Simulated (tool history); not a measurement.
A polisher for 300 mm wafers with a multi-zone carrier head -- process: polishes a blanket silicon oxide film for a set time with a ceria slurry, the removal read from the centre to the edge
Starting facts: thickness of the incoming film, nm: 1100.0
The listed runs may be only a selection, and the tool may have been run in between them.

run	hour	flow of slurry (ml/min)	pressure of the head's centre zone	pressure of the head's middle zone	pressure of the head's edge zone	polishing time (s)	film removed at the wafer's centre (angstrom)	film removed at mid-radius (angstrom)	film removed at the wafer's edge (angstrom)
1	0	155	1	1	1	87	3367.9	2992.7	2969.9
2	7.4	155	1	1.06	1	87	3371	3155.9	2967.4
3	12.1	155	1	1.06	1.05	87	3323.6	3219.4	2991.9
4	13.2	165	0.98	1.02	1.08	89	3406.4	3237.8	3160.9
# hour 16.4: centre zone pressure recalibrated
5	16.4	165	0.98	1.02	1.08	109	3717.6	3853.5	3885.9
6	22.2	150	0.97	1.01	1.05	108	3575.1	3789.1	3735.3
7	24	140	0.98	0.99	1.04	107	3520.8	3634.1	3594.5

Estimate the outcome of run 8 from the log above:
8	31.3	135	0.98	0.97	1.04	107	?	?	?

{"run 8": {"film removed at the wafer's centre (angstrom)": 3479.5, "film removed at mid-radius (angstrom)": 3521.5, "film removed at the wafer's edge (angstrom)": 3627.1}}

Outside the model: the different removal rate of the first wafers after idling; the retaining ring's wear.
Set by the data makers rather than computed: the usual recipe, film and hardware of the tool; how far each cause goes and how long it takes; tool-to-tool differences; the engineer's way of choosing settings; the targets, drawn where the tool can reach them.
